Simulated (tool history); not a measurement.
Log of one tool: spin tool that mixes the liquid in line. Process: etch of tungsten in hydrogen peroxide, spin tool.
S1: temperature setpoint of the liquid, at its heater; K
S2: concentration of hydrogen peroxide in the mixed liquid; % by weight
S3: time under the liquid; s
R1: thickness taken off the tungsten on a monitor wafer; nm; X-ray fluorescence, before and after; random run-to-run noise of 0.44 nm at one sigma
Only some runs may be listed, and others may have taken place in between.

run	day	S1	S2	S3	R1
1	0	323.15	21.5	15	34.871
2	0.05	323.15	21.5	15	35.153
3	0.092	317.65	21.5	15	24.83
4	0.371	322.15	21.5	15	33
5	0.471	325.15	21.5	15	39.274
6	0.771	325.15	24.5	15	42.778
7	0.925	327.15	24.5	15	47.828
8	0.962	328.65	24.5	15	51.577
9	1.029	329.65	24.5	15	55.272
10	1.179	330.15	24.5	15	56.485
# day 1.308: peroxide flow meter replaced
11	1.308	330.65	24.5	15	55.189

Run 12, settings as shown, results not yet in. Your forecast:
12	1.675	331.15	24.5	15	?

R1: 57.709 nm
